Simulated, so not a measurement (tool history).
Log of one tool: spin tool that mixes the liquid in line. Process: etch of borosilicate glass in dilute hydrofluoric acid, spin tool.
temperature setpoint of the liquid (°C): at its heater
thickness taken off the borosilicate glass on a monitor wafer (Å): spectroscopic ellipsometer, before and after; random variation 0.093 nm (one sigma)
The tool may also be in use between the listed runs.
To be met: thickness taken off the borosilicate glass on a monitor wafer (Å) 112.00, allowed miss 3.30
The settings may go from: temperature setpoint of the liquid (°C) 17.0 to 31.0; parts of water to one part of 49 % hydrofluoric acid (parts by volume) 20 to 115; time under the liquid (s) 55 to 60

run	day	temperature setpoint of the liquid (°C)	parts of water to one part of 49 % hydrofluoric acid (parts by volume)	time under the liquid (s)	thickness taken off the borosilicate glass on a monitor wafer (Å)
1	0.000	23.0	65	55	167.60
2	0.233	21.5	70	55	144.50
3	0.462	20.5	70	55	138.43
4	0.633	22.5	70	55	149.26
5	0.808	22.5	70	60	165.86
6	1.138	21.5	75	60	146.88
7	1.258	20.5	75	60	141.80
8	1.483	19.5	75	60	138.01
9	1.675	19.0	75	60	132.22

4 next moves are on the table. One of them brings every result within its allowed miss. Which?
A	1.867	18.5	85	55	?
B	1.867	17.5	90	60	?
C	1.867	19.0	80	55	?
D	1.867	20.0	90	55	?

move	thickness taken off the borosilicate glass on a monitor wafer (Å)
A	103.63
B	101.81
C	113.07
D	103.61
A: takes the result that was furthest off past its target
B: takes the result that was furthest off past its target
C: meets every target
D: takes the result that was furthest off past its target
The right move is C.
